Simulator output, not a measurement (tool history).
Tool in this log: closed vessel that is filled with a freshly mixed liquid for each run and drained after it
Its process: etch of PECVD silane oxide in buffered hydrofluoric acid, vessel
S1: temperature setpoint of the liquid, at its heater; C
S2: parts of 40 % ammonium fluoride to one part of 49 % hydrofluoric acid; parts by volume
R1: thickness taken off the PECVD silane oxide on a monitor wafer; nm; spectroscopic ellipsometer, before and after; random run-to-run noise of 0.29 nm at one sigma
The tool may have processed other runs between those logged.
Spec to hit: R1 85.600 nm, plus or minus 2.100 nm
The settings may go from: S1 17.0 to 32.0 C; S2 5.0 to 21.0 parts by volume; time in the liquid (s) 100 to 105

{"run": 1, "day": 0.0, "S1": 25.0, "S2": 13.0, "time in the liquid (s)": 100, "R1": 172.74}
{"run": 2, "day": 0.304, "S1": 21.5, "S2": 13.0, "time in the liquid (s)": 100, "R1": 142.63}
{"run": 3, "day": 0.379, "S1": 24.5, "S2": 13.0, "time in the liquid (s)": 100, "R1": 168.25}
{"run": 4, "day": 0.6, "S1": 22.5, "S2": 14.0, "time in the liquid (s)": 100, "R1": 141.02}
{"run": 5, "day": 0.767, "S1": 25.0, "S2": 14.0, "time in the liquid (s)": 100, "R1": 160.75}
{"run": 6, "day": 0.946, "S1": 23.0, "S2": 15.0, "time in the liquid (s)": 100, "R1": 133.86}
{"run": 7, "day": 1.212, "S1": 21.5, "S2": 15.5, "time in the liquid (s)": 100, "R1": 119.4}
{"run": 8, "day": 1.388, "S1": 20.5, "S2": 16.0, "time in the liquid (s)": 100, "R1": 110.17}
{"run": 9, "day": 1.625, "S1": 19.5, "S2": 16.5, "time in the liquid (s)": 100, "R1": 100.64}
{"run": 10, "day": 1.946, "S1": 19.0, "S2": 16.5, "time in the liquid (s)": 100, "R1": 98.531}

Exercise: of the 5 proposed moves below, exactly one satisfies all targets within the stated allowed misses. Which move is it?
{"run": "A", "day": 2.267, "S1": 17.0, "S2": 18.0, "time in the liquid (s)": 100, "R1": "?"}
{"run": "B", "day": 2.267, "S1": 20.0, "S2": 15.0, "time in the liquid (s)": 105, "R1": "?"}
{"run": "C", "day": 2.267, "S1": 17.5, "S2": 17.5, "time in the liquid (s)": 100, "R1": "?"}
{"run": "D", "day": 2.267, "S1": 19.0, "S2": 16.0, "time in the liquid (s)": 105, "R1": "?"}
{"run": "E", "day": 2.267, "S1": 19.0, "S2": 14.0, "time in the liquid (s)": 105, "R1": "?"}

move=A R1=80.404
move=B R1=119.770
move=C R1=85.068
move=D R1=106.250
move=E R1=121.160
A: carries the result that was furthest off beyond its target, to the other side
B: misses by more than the last run did
C: in spec on every target
D: misses by more than the last run did
E: misses by more than the last run did
Go with C: it meets all targets.
